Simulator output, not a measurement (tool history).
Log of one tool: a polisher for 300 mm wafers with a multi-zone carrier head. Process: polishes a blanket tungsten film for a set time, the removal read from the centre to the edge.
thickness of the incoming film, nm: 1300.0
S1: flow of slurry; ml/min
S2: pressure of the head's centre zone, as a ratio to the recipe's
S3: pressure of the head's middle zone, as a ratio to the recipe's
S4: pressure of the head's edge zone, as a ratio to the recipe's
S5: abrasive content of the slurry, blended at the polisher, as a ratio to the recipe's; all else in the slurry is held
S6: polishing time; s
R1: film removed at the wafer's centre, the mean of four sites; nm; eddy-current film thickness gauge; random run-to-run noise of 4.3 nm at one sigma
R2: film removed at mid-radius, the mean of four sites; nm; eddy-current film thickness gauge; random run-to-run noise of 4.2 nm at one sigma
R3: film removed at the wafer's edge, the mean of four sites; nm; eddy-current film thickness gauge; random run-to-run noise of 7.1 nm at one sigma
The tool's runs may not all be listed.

run  hour   S1    S2    S3    S4    S5  S6      R1      R2      R3
  1   0.0  265  1.00  1.00  1.00  1.00  75  348.55  359.28  371.53
  2   1.8  265  0.99  1.00  1.02  1.05  76  354.58  359.21  371.85
  3   7.8  265  0.99  0.92  1.02  1.05  76  347.56  341.32  374.81
  4  16.7  260  0.97  0.93  1.03  1.10  78  356.97  351.70  392.51
  5  17.3  260  0.95  0.95  1.04  1.15  79  360.24  365.16  413.48
  6  21.1  265  0.94  0.97  1.05  1.20  79  357.45  381.82  400.81

What does the tool deliver on the next run?
  7  22.1  255  0.93  0.97  1.05  1.25  81   ?   ?   ?

R1: 356.63 nm
R2: 391.54 nm
R3: 414.52 nm
